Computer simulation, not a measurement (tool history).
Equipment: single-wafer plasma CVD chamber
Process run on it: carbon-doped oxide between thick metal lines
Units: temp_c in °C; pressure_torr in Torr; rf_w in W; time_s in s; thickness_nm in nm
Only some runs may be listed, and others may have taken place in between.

| run | hour | temp_c | pressure_torr | rf_w | time_s | thickness_nm |
|---|---|---|---|---|---|---|
| 1 | 0.0 | 350 | 6.44 | 400 | 160 | 699.19 |
| 2 | 7.7 | 350 | 6.44 | 400 | 160 | 696.89 |
| 3 | 13.8 | 350 | 6.44 | 400 | 160 | 693.16 |
| 4 | 14.5 | 341 | 6.44 | 400 | 160 | 718.91 |
| 5 | 16.0 | 341 | 6.44 | 370 | 160 | 664.48 |
| 6 | 19.7 | 342 | 6.29 | 360 | 160 | 648.89 |
| 7 | 25.1 | 344 | 6.14 | 350 | 160 | 629.40 |
| 8 | 26.6 | 345 | 6.03 | 345 | 160 | 625.23 |

Run 9, settings as shown, results not yet in. Your forecast:
| 9 | 29.1 | 346 | 6.01 | 340 | 160 | ? |

For run 9 the tool returned thickness_nm 602.03 nm.

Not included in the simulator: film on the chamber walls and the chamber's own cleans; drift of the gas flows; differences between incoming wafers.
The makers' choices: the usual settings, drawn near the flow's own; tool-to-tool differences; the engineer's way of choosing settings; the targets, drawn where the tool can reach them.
